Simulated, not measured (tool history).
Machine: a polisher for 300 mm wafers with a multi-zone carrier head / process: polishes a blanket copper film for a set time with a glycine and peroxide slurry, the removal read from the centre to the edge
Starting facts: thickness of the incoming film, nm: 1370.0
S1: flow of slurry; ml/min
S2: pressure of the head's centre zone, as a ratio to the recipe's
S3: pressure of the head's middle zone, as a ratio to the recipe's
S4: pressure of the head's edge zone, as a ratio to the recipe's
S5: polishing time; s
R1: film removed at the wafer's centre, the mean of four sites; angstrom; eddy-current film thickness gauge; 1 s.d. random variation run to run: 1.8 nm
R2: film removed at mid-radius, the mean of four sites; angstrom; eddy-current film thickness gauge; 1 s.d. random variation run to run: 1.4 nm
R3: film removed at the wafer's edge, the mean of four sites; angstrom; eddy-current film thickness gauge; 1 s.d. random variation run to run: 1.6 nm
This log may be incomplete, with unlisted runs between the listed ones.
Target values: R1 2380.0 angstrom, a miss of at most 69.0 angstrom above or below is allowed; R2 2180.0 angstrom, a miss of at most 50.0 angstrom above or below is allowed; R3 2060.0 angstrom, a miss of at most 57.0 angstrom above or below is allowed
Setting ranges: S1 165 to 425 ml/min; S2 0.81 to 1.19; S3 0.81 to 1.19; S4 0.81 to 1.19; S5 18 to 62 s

| run | hour | S1 | S2 | S3 | S4 | S5 | R1 | R2 | R3 |
|---|---|---|---|---|---|---|---|---|---|
| 1 | 0.0 | 275 | 1.00 | 1.00 | 1.00 | 40 | 1647.3 | 1702.5 | 1662.4 |
| 2 | 5.6 | 275 | 1.00 | 0.92 | 1.00 | 40 | 1653.7 | 1585.7 | 1675.0 |
| 3 | 8.4 | 275 | 1.00 | 0.92 | 0.94 | 40 | 1647.7 | 1589.7 | 1637.9 |
| 4 | 11.2 | 285 | 1.03 | 0.95 | 0.97 | 41 | 1729.0 | 1671.3 | 1715.0 |
| 5 | 14.6 | 285 | 1.03 | 0.95 | 1.03 | 41 | 1728.9 | 1695.2 | 1764.7 |
| 6 | 18.5 | 290 | 1.06 | 0.96 | 1.01 | 42 | 1832.2 | 1734.5 | 1783.9 |
| 7 | 22.3 | 300 | 1.08 | 0.98 | 1.01 | 43 | 1873.5 | 1799.3 | 1839.8 |
|  | 23.2 | centre zone pressure recalibrated |
| 8 | 23.2 | 290 | 1.10 | 0.99 | 0.99 | 44 | 2074.8 | 1887.4 | 1841.0 |
| 9 | 25.2 | 295 | 1.11 | 1.00 | 1.01 | 44 | 2095.5 | 1858.3 | 1863.6 |
| 10 | 34.0 | 305 | 1.12 | 1.02 | 1.02 | 44 | 2122.4 | 1932.3 | 1892.9 |
| 11 | 38.0 | 315 | 1.13 | 1.03 | 1.03 | 44 | 2141.9 | 1924.5 | 1888.7 |
| 12 | 38.8 | 320 | 1.14 | 1.05 | 1.05 | 44 | 2166.6 | 1944.5 | 1885.7 |
| 13 | 40.4 | 325 | 1.14 | 1.06 | 1.06 | 44 | 2164.7 | 1991.3 | 1906.9 |
| 14 | 48.3 | 330 | 1.15 | 1.07 | 1.07 | 44 | 2175.3 | 1975.7 | 1956.6 |
| 15 | 49.9 | 335 | 1.16 | 1.08 | 1.07 | 44 | 2214.5 | 2028.1 | 1945.3 |

Consider the 5 candidate settings below. Which is the only one whose results all fall within their allowed miss of target?
| A | 51.5 | 325 | 1.07 | 1.01 | 1.05 | 48 | ? | ? | ? |
| B | 51.5 | 340 | 1.17 | 1.16 | 0.98 | 43 | ? | ? | ? |
| C | 51.5 | 345 | 1.17 | 1.08 | 1.07 | 47 | ? | ? | ? |
| D | 51.5 | 335 | 1.17 | 1.06 | 1.06 | 44 | ? | ? | ? |
| E | 51.5 | 265 | 1.15 | 1.01 | 1.09 | 48 | ? | ? | ? |

| move | R1 | R2 | R3 |
|---|---|---|---|
| A | 2262.7 | 2089.5 | 2088.4 |
| B | 2169.7 | 2112.1 | 1814.8 |
| C | 2372.5 | 2172.8 | 2066.2 |
| D | 2216.4 | 1998.5 | 1924.0 |
| E | 2348.8 | 2062.3 | 2103.8 |
A: an improvement on the last run, though not all results are within tolerance
B: its largest miss is bigger than the last run's
C: in spec on every target
D: its largest miss is bigger than the last run's
E: an improvement on the last run, though not all results are within tolerance
Move C is the one to make.
